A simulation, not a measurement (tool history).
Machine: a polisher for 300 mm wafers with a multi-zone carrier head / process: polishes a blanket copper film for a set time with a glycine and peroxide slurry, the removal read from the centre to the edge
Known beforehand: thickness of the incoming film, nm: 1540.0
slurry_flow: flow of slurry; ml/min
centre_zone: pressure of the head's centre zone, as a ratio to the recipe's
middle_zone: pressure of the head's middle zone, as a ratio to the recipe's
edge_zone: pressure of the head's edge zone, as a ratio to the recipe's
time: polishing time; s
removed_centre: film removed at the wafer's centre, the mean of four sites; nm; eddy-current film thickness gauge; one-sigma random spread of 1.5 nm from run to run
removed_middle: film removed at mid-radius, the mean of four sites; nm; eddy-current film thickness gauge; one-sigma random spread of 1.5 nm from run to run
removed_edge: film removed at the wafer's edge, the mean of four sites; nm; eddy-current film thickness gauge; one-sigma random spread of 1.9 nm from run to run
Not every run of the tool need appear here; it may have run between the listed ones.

run  hour  slurry_flow  centre_zone  middle_zone  edge_zone  time  removed_centre  removed_middle  removed_edge
  1   0.0          230         1.00         1.00       1.00    44          206.47          199.67        195.53
  2   7.6          250         1.00         1.00       1.00    44          205.68          200.16        198.79
  3  13.8          295         1.00         1.00       1.00    44          210.21          207.45        197.01
  4  19.7          295         0.96         1.01       1.00    41          191.48          196.45        185.38
  5  23.5          250         0.96         1.01       1.00    41          185.79          188.77        185.52
  6  27.1          255         0.93         1.03       0.99    39          169.13          183.18        173.75

Run 7, settings as shown, results not yet in. Your forecast:
  7  31.8          250         0.90         1.03       0.96    38               ?               ?             ?

{"run 7": {"removed_centre": 159.2, "removed_middle": 178.18, "removed_edge": 168.15}}
